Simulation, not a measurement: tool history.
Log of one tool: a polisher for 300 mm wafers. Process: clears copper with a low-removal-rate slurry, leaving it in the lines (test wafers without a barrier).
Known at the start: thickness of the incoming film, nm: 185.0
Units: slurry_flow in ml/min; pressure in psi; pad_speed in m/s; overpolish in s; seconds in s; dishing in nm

run 1 day=0 | slurry_flow=155 pressure=2.7 pad_speed=0.94 slurry_solids=1 overpolish=23 | seconds=64.737 dishing=39.29
run 2 day=0.242 | slurry_flow=155 pressure=2.4 pad_speed=0.92 slurry_solids=1 overpolish=25 | seconds=74.528 dishing=36.793
run 3 day=0.462 | slurry_flow=155 pressure=2.2 pad_speed=0.92 slurry_solids=1 overpolish=27 | seconds=77.671 dishing=38.616
run 4 day=0.517 | slurry_flow=155 pressure=2 pad_speed=0.92 slurry_solids=1 overpolish=28 | seconds=86.967 dishing=35.691
run 5 day=0.671 | slurry_flow=155 pressure=2 pad_speed=0.92 slurry_solids=1.15 overpolish=28 | seconds=84.892 dishing=35.849
run 6 day=0.825 | slurry_flow=155 pressure=2 pad_speed=1.02 slurry_solids=1.15 overpolish=28 | seconds=78.024 dishing=40.059

Forecast run 7:
run 7 day=1.158 | slurry_flow=145 pressure=1.3 pad_speed=1 slurry_solids=1.15 overpolish=30 | seconds=? dishing=?

Run 7 gave seconds 111.64 s, dishing 28.488 nm.
